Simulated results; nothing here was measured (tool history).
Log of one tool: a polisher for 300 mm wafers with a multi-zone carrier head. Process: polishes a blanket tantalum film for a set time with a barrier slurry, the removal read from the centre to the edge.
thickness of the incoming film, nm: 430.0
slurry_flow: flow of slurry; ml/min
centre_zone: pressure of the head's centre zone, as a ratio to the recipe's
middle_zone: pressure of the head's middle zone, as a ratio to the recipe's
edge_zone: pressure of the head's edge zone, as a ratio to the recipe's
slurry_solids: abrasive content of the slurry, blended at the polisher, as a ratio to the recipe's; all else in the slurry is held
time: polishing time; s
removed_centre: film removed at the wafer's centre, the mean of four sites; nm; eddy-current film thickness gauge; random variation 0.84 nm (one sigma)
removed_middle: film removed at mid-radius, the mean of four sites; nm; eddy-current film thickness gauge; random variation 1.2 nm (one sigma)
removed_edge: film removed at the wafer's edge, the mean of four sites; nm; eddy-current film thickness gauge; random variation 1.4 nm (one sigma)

Run 1, day 0.000: slurry_flow 180 ml/min, centre_zone 1.00, middle_zone 1.00, edge_zone 1.00, slurry_solids 1.00, time 74 s. Result: removed_centre 120.28 nm, removed_middle 123.00 nm, removed_edge 122.53 nm.
Run 2, day 0.217: slurry_flow 180 ml/min, centre_zone 1.00, middle_zone 1.00, edge_zone 1.08, slurry_solids 1.00, time 74 s. Result: removed_centre 120.96 nm, removed_middle 125.26 nm, removed_edge 127.75 nm.
Run 3, day 0.304: slurry_flow 180 ml/min, centre_zone 1.00, middle_zone 1.00, edge_zone 1.11, slurry_solids 1.00, time 74 s. Result: removed_centre 121.86 nm, removed_middle 124.53 nm, removed_edge 127.34 nm.
Run 4, day 0.575: slurry_flow 180 ml/min, centre_zone 1.06, middle_zone 1.00, edge_zone 1.11, slurry_solids 1.00, time 74 s. Result: removed_centre 127.79 nm, removed_middle 125.02 nm, removed_edge 127.45 nm.
Run 5, day 0.883: slurry_flow 180 ml/min, centre_zone 1.06, middle_zone 1.00, edge_zone 1.11, slurry_solids 1.00, time 61 s. Result: removed_centre 105.00 nm, removed_middle 104.03 nm, removed_edge 104.88 nm.
Run 6, day 1.117: slurry_flow 210 ml/min, centre_zone 1.06, middle_zone 1.00, edge_zone 1.11, slurry_solids 1.00, time 61 s. Result: removed_centre 107.89 nm, removed_middle 104.95 nm, removed_edge 105.97 nm.
Run 7, day 1.204: slurry_flow 185 ml/min, centre_zone 1.01, middle_zone 1.10, edge_zone 1.09, slurry_solids 1.25, time 72 s. Result: removed_centre 128.78 nm, removed_middle 141.04 nm, removed_edge 132.97 nm.
Run 8, day 1.362: slurry_flow 195 ml/min, centre_zone 1.00, middle_zone 1.12, edge_zone 1.07, slurry_solids 1.25, time 72 s. Result: removed_centre 128.00 nm, removed_middle 147.90 nm, removed_edge 132.21 nm.

Forecast run 9:
Run 9, day 1.588: slurry_flow 205 ml/min, centre_zone 1.00, middle_zone 1.13, edge_zone 1.07, slurry_solids 1.25, time 72 s. Result: removed_centre ?, removed_middle ?, removed_edge ?.

{"run 9": {"removed_centre": 129.23, "removed_middle": 148.22, "removed_edge": 132.98}}
